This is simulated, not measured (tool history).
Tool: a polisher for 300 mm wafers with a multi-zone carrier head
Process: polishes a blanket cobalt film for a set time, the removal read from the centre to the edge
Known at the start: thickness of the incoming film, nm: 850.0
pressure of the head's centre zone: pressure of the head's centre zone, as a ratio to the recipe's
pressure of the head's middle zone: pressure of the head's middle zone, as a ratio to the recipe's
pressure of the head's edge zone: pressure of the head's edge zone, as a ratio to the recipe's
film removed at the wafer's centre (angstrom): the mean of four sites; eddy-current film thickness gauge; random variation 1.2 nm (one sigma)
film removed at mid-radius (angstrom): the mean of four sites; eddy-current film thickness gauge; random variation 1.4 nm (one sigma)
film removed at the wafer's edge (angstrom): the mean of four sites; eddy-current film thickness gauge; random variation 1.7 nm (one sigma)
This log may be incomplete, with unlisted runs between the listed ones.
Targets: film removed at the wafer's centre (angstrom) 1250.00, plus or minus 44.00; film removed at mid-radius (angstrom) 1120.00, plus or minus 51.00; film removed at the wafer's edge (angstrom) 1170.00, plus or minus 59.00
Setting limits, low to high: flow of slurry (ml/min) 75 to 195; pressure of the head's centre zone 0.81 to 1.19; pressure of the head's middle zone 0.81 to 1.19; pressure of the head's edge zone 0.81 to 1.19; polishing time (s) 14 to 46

| run | day | flow of slurry (ml/min) | pressure of the head's centre zone | pressure of the head's middle zone | pressure of the head's edge zone | polishing time (s) | film removed at the wafer's centre (angstrom) | film removed at mid-radius (angstrom) | film removed at the wafer's edge (angstrom) |
|---|---|---|---|---|---|---|---|---|---|
| 1 | 0.000 | 125 | 1.00 | 1.00 | 1.00 | 30 | 1462.80 | 1498.60 | 1441.50 |
| 2 | 0.162 | 125 | 1.00 | 1.00 | 1.00 | 23 | 1142.60 | 1123.80 | 1144.60 |
| 3 | 0.421 | 125 | 1.00 | 1.00 | 1.00 | 17 | 820.65 | 834.53 | 820.26 |
| 4 | 0.788 | 110 | 1.00 | 1.00 | 1.00 | 17 | 796.12 | 784.90 | 769.88 |
| 5 | 1.058 | 110 | 1.00 | 1.00 | 1.00 | 22 | 1029.00 | 1055.20 | 1027.70 |
| 6 | 1.354 | 85 | 1.00 | 1.00 | 1.00 | 22 | 949.74 | 936.01 | 965.69 |
| 7 | 1.479 | 105 | 1.02 | 0.98 | 1.03 | 22 | 1037.50 | 1015.80 | 1029.50 |
| 8 | 1.667 | 120 | 1.04 | 0.95 | 1.04 | 22 | 1083.70 | 1030.30 | 1061.80 |
| 9 | 1.925 | 130 | 1.06 | 0.93 | 1.05 | 22 | 1133.10 | 1026.70 | 1064.60 |
| 10 | 2.150 | 140 | 1.06 | 0.93 | 1.07 | 22 | 1162.80 | 1036.30 | 1078.20 |

Which one of the following 4 next-run settings gets every result inside its allowed miss? There is exactly one.
| A | 2.375 | 145 | 1.08 | 0.86 | 1.09 | 20 | ? | ? | ? |
| B | 2.375 | 140 | 1.08 | 0.94 | 1.10 | 23 | ? | ? | ? |
| C | 2.375 | 125 | 1.05 | 0.88 | 0.99 | 21 | ? | ? | ? |
| D | 2.375 | 145 | 1.04 | 1.06 | 1.06 | 21 | ? | ? | ? |

| move | film removed at the wafer's centre (angstrom) | film removed at mid-radius (angstrom) | film removed at the wafer's edge (angstrom) |
|---|---|---|---|
| A | 1060.20 | 893.03 | 1025.10 |
| B | 1209.60 | 1097.40 | 1174.30 |
| C | 1047.20 | 924.10 | 1023.70 |
| D | 1081.30 | 1117.40 | 1065.20 |
A: its largest miss is bigger than the last run's
B: all results land within tolerance of their targets
C: its largest miss is bigger than the last run's
D: its largest miss is bigger than the last run's
The move that meets every target is B.

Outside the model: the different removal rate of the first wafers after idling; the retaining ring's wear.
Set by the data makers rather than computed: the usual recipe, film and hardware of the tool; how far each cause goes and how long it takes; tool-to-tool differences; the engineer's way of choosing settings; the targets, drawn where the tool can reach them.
